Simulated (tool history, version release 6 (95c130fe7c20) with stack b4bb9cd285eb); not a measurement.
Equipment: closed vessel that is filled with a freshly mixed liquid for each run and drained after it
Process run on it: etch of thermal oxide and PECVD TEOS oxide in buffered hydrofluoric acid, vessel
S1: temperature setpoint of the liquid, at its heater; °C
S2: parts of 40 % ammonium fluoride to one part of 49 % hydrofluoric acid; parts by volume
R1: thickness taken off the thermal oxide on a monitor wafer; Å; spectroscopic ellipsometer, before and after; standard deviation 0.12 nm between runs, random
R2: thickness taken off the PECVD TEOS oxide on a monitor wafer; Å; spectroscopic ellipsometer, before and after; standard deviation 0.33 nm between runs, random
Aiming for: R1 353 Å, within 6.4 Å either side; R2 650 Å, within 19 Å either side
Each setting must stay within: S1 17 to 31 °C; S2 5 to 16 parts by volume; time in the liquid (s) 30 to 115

Run 1, hour 0: S1 23 °C, S2 9.5 parts by volume, time in the liquid (s) 60. Result: R1 679.99 Å, R2 1258.2 Å.
Run 2, hour 8.5: S1 25 °C, S2 9.5 parts by volume, time in the liquid (s) 60. Result: R1 751.21 Å, R2 1406.8 Å.
Run 3, hour 11.6: S1 24 °C, S2 9.5 parts by volume, time in the liquid (s) 60. Result: R1 712.41 Å, R2 1311.1 Å.
Run 4, hour 19.2: S1 24 °C, S2 6.5 parts by volume, time in the liquid (s) 60. Result: R1 1033.1 Å, R2 1914.9 Å.
Run 5, hour 20.4: S1 22.5 °C, S2 7.5 parts by volume, time in the liquid (s) 60. Result: R1 830.85 Å, R2 1526.2 Å.
Run 6, hour 21.5: S1 24 °C, S2 7.5 parts by volume, time in the liquid (s) 60. Result: R1 903.42 Å, R2 1662.4 Å.
Run 7, hour 25.3: S1 22.5 °C, S2 8.5 parts by volume, time in the liquid (s) 60. Result: R1 726.99 Å, R2 1324.7 Å.
Run 8, hour 32.7: S1 21.5 °C, S2 9 parts by volume, time in the liquid (s) 60. Result: R1 642.07 Å, R2 1195.4 Å.
Run 9, hour 37.2: S1 20.5 °C, S2 9.5 parts by volume, time in the liquid (s) 60. Result: R1 586.31 Å, R2 1090.9 Å.
Run 10, hour 41.8: S1 17 °C, S2 12.5 parts by volume, time in the liquid (s) 60. Result: R1 379.54 Å, R2 692.19 Å.
Run 11, hour 47.2: S1 17 °C, S2 13 parts by volume, time in the liquid (s) 60. Result: R1 361.96 Å, R2 668.28 Å.

Next run, 4 choices. One meets every target within its allowed miss, the rest don't. Which?
Run A, hour 52.6: S1 17 °C, S2 10.5 parts by volume, time in the liquid (s) 45. Result: R1 ?, R2 ?.
Run B, hour 52.6: S1 18.5 °C, S2 14.5 parts by volume, time in the liquid (s) 60. Result: R1 ?, R2 ?.
Run C, hour 52.6: S1 17 °C, S2 9 parts by volume, time in the liquid (s) 40. Result: R1 ?, R2 ?.
Run D, hour 52.6: S1 18 °C, S2 12.5 parts by volume, time in the liquid (s) 50. Result: R1 ?, R2 ?.

move      R1      R2
   A  334.26  621.06
   B  353.83  657.42
   C  332.98  618.68
   D  331.57  616.06
A: pushes the last run's worst result past its target
B: meets every target
C: pushes the last run's worst result past its target
D: pushes the last run's worst result past its target
Answer: B
